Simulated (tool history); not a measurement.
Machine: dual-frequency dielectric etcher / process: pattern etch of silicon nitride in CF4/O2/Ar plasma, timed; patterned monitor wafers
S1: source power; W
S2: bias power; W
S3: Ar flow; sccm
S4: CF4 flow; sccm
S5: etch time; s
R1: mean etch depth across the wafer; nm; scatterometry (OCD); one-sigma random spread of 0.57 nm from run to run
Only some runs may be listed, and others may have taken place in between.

Run 1, hour 0: S1 380 W, S2 64 W, S3 132 sccm, S4 86 sccm, S5 192.5 s. Result: R1 308.54 nm.
Run 2, hour 1.1: S1 380 W, S2 64 W, S3 132 sccm, S4 75 sccm, S5 192.5 s. Result: R1 302.26 nm.
Run 3, hour 10: S1 380 W, S2 64 W, S3 111 sccm, S4 75 sccm, S5 192.5 s. Result: R1 311.95 nm.
Run 4, hour 10.9: S1 380 W, S2 64 W, S3 111 sccm, S4 86 sccm, S5 192.5 s. Result: R1 321.04 nm.
Run 5, hour 15.3: S1 350 W, S2 59 W, S3 115 sccm, S4 85 sccm, S5 192.5 s. Result: R1 280.06 nm.
Run 6, hour 16.9: S1 350 W, S2 59 W, S3 96 sccm, S4 85 sccm, S5 192.5 s. Result: R1 288.93 nm.

Run 7 is up next; what results do you expect?
Run 7, hour 21.4: S1 320 W, S2 56 W, S3 97 sccm, S4 85 sccm, S5 192.5 s. Result: R1 ?.

{"run 7": {"R1": 257.89}}
